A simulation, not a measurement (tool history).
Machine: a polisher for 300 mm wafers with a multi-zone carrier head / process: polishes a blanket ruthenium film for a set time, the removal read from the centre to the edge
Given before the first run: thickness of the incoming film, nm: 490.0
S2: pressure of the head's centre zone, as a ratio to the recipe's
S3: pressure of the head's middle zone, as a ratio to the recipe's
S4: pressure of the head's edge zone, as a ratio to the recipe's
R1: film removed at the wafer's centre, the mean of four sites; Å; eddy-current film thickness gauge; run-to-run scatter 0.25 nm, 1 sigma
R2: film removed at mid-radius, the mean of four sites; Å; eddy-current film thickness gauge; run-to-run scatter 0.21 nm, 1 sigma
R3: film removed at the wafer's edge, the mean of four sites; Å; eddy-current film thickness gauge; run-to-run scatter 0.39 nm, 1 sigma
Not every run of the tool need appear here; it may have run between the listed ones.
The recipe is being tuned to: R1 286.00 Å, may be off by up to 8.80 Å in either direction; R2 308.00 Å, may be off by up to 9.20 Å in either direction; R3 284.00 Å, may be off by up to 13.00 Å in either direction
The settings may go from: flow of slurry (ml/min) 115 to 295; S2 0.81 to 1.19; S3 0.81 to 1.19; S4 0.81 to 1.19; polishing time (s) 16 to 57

run 1 day=0.000 | flow_of_slurry_(ml/min)=190 S2=1.00 S3=1.00 S4=1.00 polishing_time_(s)=36 | R1=369.12 R2=381.06 R3=384.85
run 2 day=0.154 | flow_of_slurry_(ml/min)=190 S2=1.00 S3=1.00 S4=1.09 polishing_time_(s)=36 | R1=375.01 R2=385.35 R3=383.39
run 3 day=0.250 | flow_of_slurry_(ml/min)=190 S2=1.00 S3=1.01 S4=1.09 polishing_time_(s)=34 | R1=353.97 R2=359.72 R3=377.36
run 4 day=0.462 | flow_of_slurry_(ml/min)=190 S2=0.93 S3=1.01 S4=1.09 polishing_time_(s)=34 | R1=324.38 R2=365.79 R3=361.64
run 5 day=0.567 | flow_of_slurry_(ml/min)=190 S2=0.93 S3=0.94 S4=1.09 polishing_time_(s)=34 | R1=328.00 R2=345.77 R3=370.15
run 6 day=0.900 | flow_of_slurry_(ml/min)=190 S2=1.01 S3=0.94 S4=1.09 polishing_time_(s)=34 | R1=357.02 R2=346.21 R3=360.83
run 7 day=1.225 | flow_of_slurry_(ml/min)=195 S2=1.02 S3=0.97 S4=1.07 polishing_time_(s)=33 | R1=355.93 R2=345.70 R3=362.23
run 8 day=1.400 | flow_of_slurry_(ml/min)=185 S2=1.03 S3=1.00 S4=1.05 polishing_time_(s)=32 | R1=343.12 R2=340.37 R3=350.21
run 9 day=1.438 | flow_of_slurry_(ml/min)=185 S2=1.03 S3=1.00 S4=1.05 polishing_time_(s)=32 | R1=347.10 R2=341.84 R3=349.15
run 10 day=1.808 | flow_of_slurry_(ml/min)=175 S2=1.03 S3=1.02 S4=1.03 polishing_time_(s)=31 | R1=328.59 R2=338.37 R3=333.90
run 11 day=1.942 | flow_of_slurry_(ml/min)=165 S2=1.03 S3=1.02 S4=1.02 polishing_time_(s)=31 | R1=330.47 R2=327.71 R3=325.64
-- day=2.288 worn pad replaced by a new one
run 12 day=2.288 | flow_of_slurry_(ml/min)=160 S2=1.02 S3=1.03 S4=1.01 polishing_time_(s)=31 | R1=356.69 R2=368.25 R3=357.25
run 13 day=2.504 | flow_of_slurry_(ml/min)=170 S2=1.03 S3=1.05 S4=1.00 polishing_time_(s)=30 | R1=355.25 R2=361.00 R3=344.85

Exactly one of the 4 candidate moves below puts every result within its allowed miss. Which one?
run A day=2.721 | flow_of_slurry_(ml/min)=115 S2=1.05 S3=0.90 S4=0.98 polishing_time_(s)=27 | R1=? R2=? R3=?
run B day=2.721 | flow_of_slurry_(ml/min)=180 S2=1.03 S3=1.01 S4=1.03 polishing_time_(s)=26 | R1=? R2=? R3=?
run C day=2.721 | flow_of_slurry_(ml/min)=160 S2=1.01 S3=1.08 S4=0.97 polishing_time_(s)=25 | R1=? R2=? R3=?
run D day=2.721 | flow_of_slurry_(ml/min)=115 S2=1.17 S3=1.18 S4=1.09 polishing_time_(s)=24 | R1=? R2=? R3=?

move=A R1=314.11 R2=286.38 R3=305.95
move=B R1=311.19 R2=312.48 R3=310.67
move=C R1=289.93 R2=312.38 R3=287.66
move=D R1=311.88 R2=310.55 R3=285.61
A: gains on the last run, yet a result remains outside its allowed miss
B: gains on the last run, yet a result remains outside its allowed miss
C: all results in spec
D: gains on the last run, yet a result remains outside its allowed miss
Go with C: it meets all targets.
